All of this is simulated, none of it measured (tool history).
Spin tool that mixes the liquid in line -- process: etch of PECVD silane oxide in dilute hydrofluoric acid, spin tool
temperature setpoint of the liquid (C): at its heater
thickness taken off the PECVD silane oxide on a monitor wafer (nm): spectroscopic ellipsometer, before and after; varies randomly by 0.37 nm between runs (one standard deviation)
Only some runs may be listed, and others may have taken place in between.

run	hour	temperature setpoint of the liquid (C)	parts of water to one part of 49 % hydrofluoric acid (parts by volume)	time under the liquid (s)	thickness taken off the PECVD silane oxide on a monitor wafer (nm)
1	0.0	23.0	75	50	18.546
2	8.4	23.0	60	50	23.834
3	16.3	23.0	60	50	24.145
4	16.9	24.0	60	50	24.802
5	21.7	24.0	75	50	19.625
6	28.6	25.0	70	50	21.799
7	33.7	25.5	65	50	24.115
8	37.2	26.0	60	50	26.464
9	43.5	26.5	60	50	27.173

Run 10 comes next. What will it give?
10	50.5	27.0	60	50	?

thickness taken off the PECVD silane oxide on a monitor wafer (nm): 27.907
